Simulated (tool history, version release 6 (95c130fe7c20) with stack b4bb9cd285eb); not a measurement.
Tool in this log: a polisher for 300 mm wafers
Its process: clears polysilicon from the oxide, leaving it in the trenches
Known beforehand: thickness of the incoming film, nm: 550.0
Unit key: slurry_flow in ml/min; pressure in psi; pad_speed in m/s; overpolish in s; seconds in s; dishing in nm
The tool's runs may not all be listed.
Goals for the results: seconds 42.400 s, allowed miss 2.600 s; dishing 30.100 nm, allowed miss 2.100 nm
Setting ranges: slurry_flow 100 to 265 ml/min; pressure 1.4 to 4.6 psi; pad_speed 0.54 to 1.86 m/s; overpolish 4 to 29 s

run    day  slurry_flow  pressure  pad_speed  overpolish  seconds  dishing
  1  0.000          170       3.0       1.18          15   30.385   32.133
  2  0.350          170       2.4       1.18          15   35.204   32.806
  3  0.471          170       2.5       1.08          13   36.316   32.761
  4  0.733          165       2.6       1.00          15   38.652   32.174
  5  1.079          165       3.3       1.00          15   34.571   33.671
  6  1.288          165       3.3       1.00           9   33.066   32.087
  7  1.479          160       2.9       1.00           7   37.055   31.338
  8  1.700          160       2.9       1.00           7   36.100   31.414
  9  1.925          155       2.7       1.00           6   37.557   30.125

Exactly one of the 4 candidate moves below puts every result within its allowed miss. Which one?
  A  2.150          100       2.3       1.24           4        ?        ?
  B  2.150          120       2.0       1.02           8        ?        ?
  C  2.150          200       2.6       0.92           7        ?        ?
  D  2.150          175       2.7       1.04           6        ?        ?

move  seconds  dishing
   A   36.946   26.634
   B   47.802   30.463
   C   42.168   30.408
   D   37.006   30.245
A: further off than the last run
B: pushes the last run's worst result past its target
C: all results in spec
D: further off than the last run
Correct choice: C, which meets every target
